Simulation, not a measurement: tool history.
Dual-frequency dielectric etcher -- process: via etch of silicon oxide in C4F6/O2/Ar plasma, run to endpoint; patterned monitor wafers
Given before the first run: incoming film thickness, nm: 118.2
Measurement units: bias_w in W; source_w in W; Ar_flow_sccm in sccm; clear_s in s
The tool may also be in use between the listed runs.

| run | hour | bias_w | source_w | Ar_flow_sccm | clear_s |
|---|---|---|---|---|---|
| 1 | 0.0 | 404 | 390 | 392 | 26.388 |
| 2 | 5.9 | 404 | 390 | 345 | 25.860 |
| 3 | 12.3 | 377 | 380 | 347 | 26.713 |
| 4 | 14.2 | 377 | 380 | 280 | 26.202 |
| 5 | 18.3 | 436 | 380 | 280 | 25.387 |
| 6 | 25.8 | 393 | 380 | 280 | 25.894 |

Predict the results of run 7:
| 7 | 33.8 | 370 | 360 | 284 | ? |

clear_s: 27.331 s

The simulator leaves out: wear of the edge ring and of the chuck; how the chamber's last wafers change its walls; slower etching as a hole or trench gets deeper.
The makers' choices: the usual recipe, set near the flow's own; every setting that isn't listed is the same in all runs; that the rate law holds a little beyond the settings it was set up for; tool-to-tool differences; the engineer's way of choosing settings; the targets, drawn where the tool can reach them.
